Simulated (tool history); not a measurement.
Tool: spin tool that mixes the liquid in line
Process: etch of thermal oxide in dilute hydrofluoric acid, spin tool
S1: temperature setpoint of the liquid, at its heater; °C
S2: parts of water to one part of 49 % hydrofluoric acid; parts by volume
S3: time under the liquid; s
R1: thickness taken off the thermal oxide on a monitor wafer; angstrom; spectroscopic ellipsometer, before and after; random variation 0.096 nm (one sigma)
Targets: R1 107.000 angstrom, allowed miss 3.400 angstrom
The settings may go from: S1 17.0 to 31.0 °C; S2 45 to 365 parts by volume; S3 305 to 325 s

run 1 hour=0.0 | S1=23.0 S2=205 S3=305 | R1=64.680
run 2 hour=2.2 | S1=23.0 S2=235 S3=305 | R1=55.406
run 3 hour=7.6 | S1=24.5 S2=220 S3=305 | R1=62.383
run 4 hour=14.2 | S1=26.0 S2=220 S3=305 | R1=65.585
run 5 hour=15.4 | S1=26.0 S2=165 S3=305 | R1=92.879
run 6 hour=19.5 | S1=26.0 S2=135 S3=305 | R1=119.310
run 7 hour=27.1 | S1=25.5 S2=135 S3=305 | R1=116.670
run 8 hour=35.8 | S1=25.0 S2=135 S3=305 | R1=113.400
run 9 hour=40.4 | S1=24.5 S2=135 S3=305 | R1=112.070

Which of these 5 next moves meets every target?
run A hour=45.0 | S1=23.5 S2=135 S3=325 | R1=?
run B hour=45.0 | S1=24.0 S2=130 S3=315 | R1=?
run C hour=45.0 | S1=25.5 S2=145 S3=305 | R1=?
run D hour=45.0 | S1=23.5 S2=150 S3=320 | R1=?
run E hour=45.0 | S1=25.0 S2=140 S3=325 | R1=?

move=A R1=114.670
move=B R1=118.350
move=C R1=106.700
move=D R1=99.816
move=E R1=116.310
A: further off than the last run
B: further off than the last run
C: meets every target
D: takes the result that was furthest off past its target
E: further off than the last run
Answer: C

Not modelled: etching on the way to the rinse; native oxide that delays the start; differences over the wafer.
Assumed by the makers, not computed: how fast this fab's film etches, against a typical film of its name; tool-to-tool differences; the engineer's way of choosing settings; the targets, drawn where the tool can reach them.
